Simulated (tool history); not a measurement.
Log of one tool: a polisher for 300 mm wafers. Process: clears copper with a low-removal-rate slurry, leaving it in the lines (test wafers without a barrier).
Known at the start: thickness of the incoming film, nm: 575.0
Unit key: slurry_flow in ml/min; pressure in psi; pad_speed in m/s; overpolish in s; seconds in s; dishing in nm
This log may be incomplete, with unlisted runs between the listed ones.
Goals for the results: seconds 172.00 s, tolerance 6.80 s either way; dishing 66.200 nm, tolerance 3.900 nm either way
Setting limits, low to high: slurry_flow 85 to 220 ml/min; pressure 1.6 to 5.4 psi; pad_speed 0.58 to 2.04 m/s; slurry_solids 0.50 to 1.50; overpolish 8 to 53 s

{"run": 1, "hour": 0.0, "slurry_flow": 140, "pressure": 3.5, "pad_speed": 1.3, "slurry_solids": 1.0, "overpolish": 27, "seconds": 120.16, "dishing": 89.61}
{"run": 2, "hour": 4.2, "slurry_flow": 135, "pressure": 3.3, "pad_speed": 1.3, "slurry_solids": 1.0, "overpolish": 27, "seconds": 125.71, "dishing": 85.655}
{"run": 3, "hour": 7.2, "slurry_flow": 135, "pressure": 3.1, "pad_speed": 1.3, "slurry_solids": 1.0, "overpolish": 27, "seconds": 134.02, "dishing": 80.641}
{"run": 4, "hour": 15.2, "slurry_flow": 135, "pressure": 2.6, "pad_speed": 1.3, "slurry_solids": 1.0, "overpolish": 27, "seconds": 154.14, "dishing": 71.626}
{"run": 5, "hour": 19.1, "slurry_flow": 135, "pressure": 2.5, "pad_speed": 1.3, "slurry_solids": 1.0, "overpolish": 27, "seconds": 158.61, "dishing": 68.538}
{"run": 6, "hour": 24.7, "slurry_flow": 135, "pressure": 2.5, "pad_speed": 1.3, "slurry_solids": 1.0, "overpolish": 20, "seconds": 159.03, "dishing": 54.954}
{"run": 7, "hour": 28.0, "slurry_flow": 135, "pressure": 2.5, "pad_speed": 1.3, "slurry_solids": 1.0, "overpolish": 22, "seconds": 160.33, "dishing": 59.92}
{"run": 8, "hour": 32.8, "slurry_flow": 135, "pressure": 2.5, "pad_speed": 1.3, "slurry_solids": 1.0, "overpolish": 23, "seconds": 157.3, "dishing": 59.861}
{"run": 9, "hour": 40.8, "slurry_flow": 130, "pressure": 2.5, "pad_speed": 1.3, "slurry_solids": 1.0, "overpolish": 24, "seconds": 158.36, "dishing": 62.367}

Which one of the following 4 next-run settings gets every result inside its allowed miss? There is exactly one.
{"run": "A", "hour": 48.8, "slurry_flow": 135, "pressure": 3.8, "pad_speed": 0.84, "slurry_solids": 0.9, "overpolish": 28, "seconds": "?", "dishing": "?"}
{"run": "B", "hour": 48.8, "slurry_flow": 155, "pressure": 1.9, "pad_speed": 1.36, "slurry_solids": 0.95, "overpolish": 37, "seconds": "?", "dishing": "?"}
{"run": "C", "hour": 48.8, "slurry_flow": 150, "pressure": 2.0, "pad_speed": 1.68, "slurry_solids": 0.95, "overpolish": 22, "seconds": "?", "dishing": "?"}
{"run": "D", "hour": 48.8, "slurry_flow": 170, "pressure": 4.3, "pad_speed": 0.9, "slurry_solids": 0.7, "overpolish": 28, "seconds": "?", "dishing": "?"}

move=A seconds=174.18 dishing=66.134
move=B seconds=189.18 dishing=73.436
move=C seconds=149.55 dishing=59.264
move=D seconds=151.68 dishing=74.445
A: all results in spec
B: the result that was furthest off in the last run now lies on the other side of its target
C: the biggest miss grows against the last run
D: the biggest miss grows against the last run
A is the move that brings every result within its allowed miss.
